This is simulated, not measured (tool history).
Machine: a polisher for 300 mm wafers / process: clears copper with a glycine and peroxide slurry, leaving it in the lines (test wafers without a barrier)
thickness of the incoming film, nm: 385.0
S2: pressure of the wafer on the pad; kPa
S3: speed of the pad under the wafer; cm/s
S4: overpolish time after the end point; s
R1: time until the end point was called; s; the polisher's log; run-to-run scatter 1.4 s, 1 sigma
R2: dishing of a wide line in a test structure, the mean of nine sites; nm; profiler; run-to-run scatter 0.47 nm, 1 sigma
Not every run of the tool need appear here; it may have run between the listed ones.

run 1 hour=0 | flow_of_slurry_(ml/min)=160 S2=17.9 S3=86 S4=15 | R1=80.974 R2=33.38
run 2 hour=8.9 | flow_of_slurry_(ml/min)=160 S2=17.9 S3=86 S4=13 | R1=81.44 R2=31.355
run 3 hour=13.7 | flow_of_slurry_(ml/min)=135 S2=17.9 S3=86 S4=13 | R1=85.026 R2=30.291
run 4 hour=16.6 | flow_of_slurry_(ml/min)=175 S2=17.9 S3=86 S4=13 | R1=81.728 R2=32.287
run 5 hour=23.4 | flow_of_slurry_(ml/min)=175 S2=14.5 S3=86 S4=13 | R1=91.465 R2=28.465
run 6 hour=28.4 | flow_of_slurry_(ml/min)=175 S2=14.5 S3=88 S4=11 | R1=94.823 R2=25.478
run 7 hour=33.9 | flow_of_slurry_(ml/min)=175 S2=14.5 S3=90 S4=10 | R1=90.459 R2=24.899

Run 8, settings as shown, results not yet in. Your forecast:
run 8 hour=40.8 | flow_of_slurry_(ml/min)=175 S2=14.5 S3=92 S4=9 | R1=? R2=?

{"run 8": {"R1": 90.863, "R2": 22.845}}
